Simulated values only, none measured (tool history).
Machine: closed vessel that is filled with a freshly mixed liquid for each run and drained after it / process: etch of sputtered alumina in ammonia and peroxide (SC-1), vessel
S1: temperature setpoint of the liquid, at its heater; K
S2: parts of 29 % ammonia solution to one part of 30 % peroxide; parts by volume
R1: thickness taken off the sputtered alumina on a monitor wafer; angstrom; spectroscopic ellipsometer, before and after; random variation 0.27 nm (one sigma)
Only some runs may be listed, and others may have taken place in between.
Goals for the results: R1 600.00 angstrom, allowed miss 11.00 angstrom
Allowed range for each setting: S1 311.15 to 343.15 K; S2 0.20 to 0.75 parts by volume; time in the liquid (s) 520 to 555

Run 1, day 0.000: S1 327.15 K, S2 0.45 parts by volume, time in the liquid (s) 520. Result: R1 295.24 angstrom.
Run 2, day 0.204: S1 331.65 K, S2 0.45 parts by volume, time in the liquid (s) 520. Result: R1 377.19 angstrom.
Run 3, day 0.412: S1 331.65 K, S2 0.45 parts by volume, time in the liquid (s) 520. Result: R1 377.84 angstrom.
Run 4, day 0.775: S1 329.15 K, S2 0.45 parts by volume, time in the liquid (s) 520. Result: R1 331.85 angstrom.
Run 5, day 1.138: S1 329.15 K, S2 0.35 parts by volume, time in the liquid (s) 520. Result: R1 322.92 angstrom.
Run 6, day 1.504: S1 333.15 K, S2 0.35 parts by volume, time in the liquid (s) 520. Result: R1 398.33 angstrom.
Run 7, day 1.775: S1 335.65 K, S2 0.35 parts by volume, time in the liquid (s) 520. Result: R1 448.74 angstrom.
Run 8, day 1.892: S1 337.65 K, S2 0.35 parts by volume, time in the liquid (s) 520. Result: R1 499.12 angstrom.
Run 9, day 2.075: S1 338.65 K, S2 0.35 parts by volume, time in the liquid (s) 520. Result: R1 526.74 angstrom.
Run 10, day 2.258: S1 339.65 K, S2 0.35 parts by volume, time in the liquid (s) 520. Result: R1 550.83 angstrom.

Next run, 5 choices. One meets every target within its allowed miss, the rest don't. Which?
Run A, day 2.442: S1 341.15 K, S2 0.25 parts by volume, time in the liquid (s) 525. Result: R1 ?.
Run B, day 2.442: S1 338.65 K, S2 0.30 parts by volume, time in the liquid (s) 520. Result: R1 ?.
Run C, day 2.442: S1 340.15 K, S2 0.35 parts by volume, time in the liquid (s) 550. Result: R1 ?.
Run D, day 2.442: S1 335.65 K, S2 0.40 parts by volume, time in the liquid (s) 555. Result: R1 ?.
Run E, day 2.442: S1 337.15 K, S2 0.45 parts by volume, time in the liquid (s) 530. Result: R1 ?.

move      R1
   A  584.38
   B  520.88
   C  601.87
   D  491.70
   E  511.97
A: nearer the targets than the last run, but a result is still out of spec
B: lands further from the targets than the last run did
C: all results land within tolerance of their targets
D: lands further from the targets than the last run did
E: lands further from the targets than the last run did
C meets every target.

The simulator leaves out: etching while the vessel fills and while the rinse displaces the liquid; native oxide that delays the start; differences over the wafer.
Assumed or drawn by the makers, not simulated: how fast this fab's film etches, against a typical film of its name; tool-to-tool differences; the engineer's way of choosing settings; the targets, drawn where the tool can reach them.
